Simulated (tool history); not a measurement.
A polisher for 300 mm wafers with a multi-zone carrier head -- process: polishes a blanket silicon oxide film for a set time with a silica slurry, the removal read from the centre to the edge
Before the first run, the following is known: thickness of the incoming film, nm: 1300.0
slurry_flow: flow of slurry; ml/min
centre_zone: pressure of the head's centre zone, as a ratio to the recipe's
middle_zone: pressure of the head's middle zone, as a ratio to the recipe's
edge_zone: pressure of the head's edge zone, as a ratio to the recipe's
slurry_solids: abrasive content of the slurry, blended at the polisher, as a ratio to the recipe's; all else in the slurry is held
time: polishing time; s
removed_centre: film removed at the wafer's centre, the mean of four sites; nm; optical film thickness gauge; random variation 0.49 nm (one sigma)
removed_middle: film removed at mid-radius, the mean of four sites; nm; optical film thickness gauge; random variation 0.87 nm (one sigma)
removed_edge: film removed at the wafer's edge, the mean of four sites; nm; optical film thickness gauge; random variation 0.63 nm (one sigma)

| run | hour | slurry_flow | centre_zone | middle_zone | edge_zone | slurry_solids | time | removed_centre | removed_middle | removed_edge |
|---|---|---|---|---|---|---|---|---|---|---|
| 1 | 0 | 150 | 1 | 1 | 1 | 1 | 37 | 151.33 | 150.8 | 149.87 |
| 2 | 1.9 | 140 | 0.95 | 0.99 | 0.96 | 0.85 | 33 | 116.16 | 118.08 | 116.52 |
| 3 | 2.6 | 130 | 0.91 | 1 | 0.96 | 0.75 | 31 | 92.974 | 103.29 | 98.614 |
| 4 | 3.3 | 120 | 0.88 | 0.98 | 0.94 | 0.7 | 31 | 81.197 | 93.062 | 91.873 |
| 5 | 8.4 | 120 | 0.87 | 0.97 | 0.91 | 0.65 | 31 | 77.521 | 88.096 | 85.625 |
| 6 | 9.3 | 95 | 0.87 | 0.97 | 0.91 | 0.65 | 31 | 69.998 | 80.324 | 79.86 |
| 7 | 12 | 95 | 0.86 | 0.97 | 0.88 | 0.65 | 31 | 70.182 | 81.089 | 78.727 |
| 8 | 17.8 | 95 | 0.85 | 0.96 | 0.86 | 0.65 | 31 | 69.042 | 78.125 | 76.927 |
| 9 | 24.5 | 90 | 0.81 | 0.98 | 0.82 | 0.55 | 31 | 54.656 | 66.353 | 64.215 |
| 10 | 26.9 | 105 | 0.81 | 0.98 | 0.83 | 0.55 | 31 | 57.264 | 70.963 | 67.328 |
| 11 | 31.5 | 140 | 0.85 | 0.93 | 0.85 | 0.55 | 31 | 67.071 | 72.78 | 71.133 |
| 12 | 34.9 | 135 | 0.85 | 0.94 | 0.86 | 0.55 | 31 | 65.95 | 74.119 | 71.795 |

The next listed run, before its measurement:
| 13 | 37.1 | 135 | 0.85 | 0.94 | 0.86 | 0.55 | 31 | ? | ? | ? |

Logged for run 13: removed_centre 66.567 nm, removed_middle 73.757 nm, removed_edge 70.527 nm.
